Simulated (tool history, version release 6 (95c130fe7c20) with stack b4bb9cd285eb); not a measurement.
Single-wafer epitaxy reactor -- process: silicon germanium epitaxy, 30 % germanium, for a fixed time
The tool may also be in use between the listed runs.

run	hour	wafer temperature setpoint (pyrometer-controlled) (deg C)	chamber pressure (mTorr)	mean film thickness on the monitor wafer (angstrom)
1	0.0	575	15200	328.07
2	2.1	571	15200	302.27
3	4.0	564	15200	258.05
4	5.0	563	15200	255.23
5	9.5	563	16600	262.21
6	12.9	563	18700	271.95
7	17.3	562	18700	266.09

Run 8 comes next. What will it give?
8	18.7	561	18700	?

mean film thickness on the monitor wafer (angstrom): 260.07
